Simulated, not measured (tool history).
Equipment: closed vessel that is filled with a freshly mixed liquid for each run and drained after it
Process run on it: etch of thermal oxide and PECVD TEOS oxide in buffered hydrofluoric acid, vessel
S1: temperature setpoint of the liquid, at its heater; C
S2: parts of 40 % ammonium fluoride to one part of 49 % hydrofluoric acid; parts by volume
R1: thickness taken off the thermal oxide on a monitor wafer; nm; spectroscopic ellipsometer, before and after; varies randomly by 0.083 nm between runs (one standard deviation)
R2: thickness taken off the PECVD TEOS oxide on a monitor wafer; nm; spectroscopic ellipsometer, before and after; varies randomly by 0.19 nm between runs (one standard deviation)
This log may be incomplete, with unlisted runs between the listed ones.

Run 1, day 0: S1 23 C, S2 15 parts by volume, time in the liquid (s) 60. Result: R1 42.971 nm, R2 120.64 nm.
Run 2, day 0.296: S1 23 C, S2 15 parts by volume, time in the liquid (s) 80. Result: R1 57.576 nm, R2 161.43 nm.
Run 3, day 0.504: S1 21.5 C, S2 15 parts by volume, time in the liquid (s) 80. Result: R1 53.437 nm, R2 149.56 nm.
Run 4, day 0.892: S1 20.5 C, S2 17 parts by volume, time in the liquid (s) 70. Result: R1 38.274 nm, R2 107.85 nm.
Run 5, day 0.954: S1 19.5 C, S2 18.5 parts by volume, time in the liquid (s) 60. Result: R1 28.775 nm, R2 81.191 nm.
Run 6, day 1.2: S1 19.5 C, S2 22 parts by volume, time in the liquid (s) 60. Result: R1 24.527 nm, R2 70.14 nm.
Run 7, day 1.271: S1 19 C, S2 22.5 parts by volume, time in the liquid (s) 55. Result: R1 21.956 nm, R2 61.293 nm.
Run 8, day 1.492: S1 18.5 C, S2 23 parts by volume, time in the liquid (s) 50. Result: R1 19.248 nm, R2 53.664 nm.
Run 9, day 1.588: S1 18 C, S2 23.5 parts by volume, time in the liquid (s) 45. Result: R1 16.408 nm, R2 46.598 nm.
Run 10, day 1.921: S1 18 C, S2 23.5 parts by volume, time in the liquid (s) 40. Result: R1 14.59 nm, R2 40.954 nm.
Run 11, day 1.992: S1 17.5 C, S2 24 parts by volume, time in the liquid (s) 35. Result: R1 12.163 nm, R2 34.399 nm.

What does the tool deliver on the next run?
Run 12, day 2.196: S1 17 C, S2 24.5 parts by volume, time in the liquid (s) 35. Result: R1 ?, R2 ?.

R1: 11.695 nm
R2: 33.061 nm
